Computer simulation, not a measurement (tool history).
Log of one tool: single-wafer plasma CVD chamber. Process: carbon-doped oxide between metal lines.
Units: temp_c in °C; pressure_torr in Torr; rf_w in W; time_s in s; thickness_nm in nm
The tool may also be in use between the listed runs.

run    day  temp_c  pressure_torr  rf_w  time_s  thickness_nm
  1      0     355            3.9   635    24.5        135.38
  2  0.283     355            3.9   635    24.5        135.94
  3  0.583     363            3.9   635    24.5         132.8
  4  0.867     363           4.33   635    24.5        134.07
  5  0.929     365           4.22   615    24.5        130.93
  6  1.296     366            4.1   600    24.5        128.56
  7   1.35     367           4.01   590    24.5        126.19
  8  1.704     368           3.92   585    24.5         123.8
  9  1.783     369           3.87   585    24.5        123.97
 10  1.938     369           3.87   585    24.5        124.91
 11  2.125     370           3.82   580    24.5        121.98

The next listed run, before its measurement:
 12  2.288     371            3.8   580    24.5             ?

{"run 12": {"thickness_nm": 122.71}}
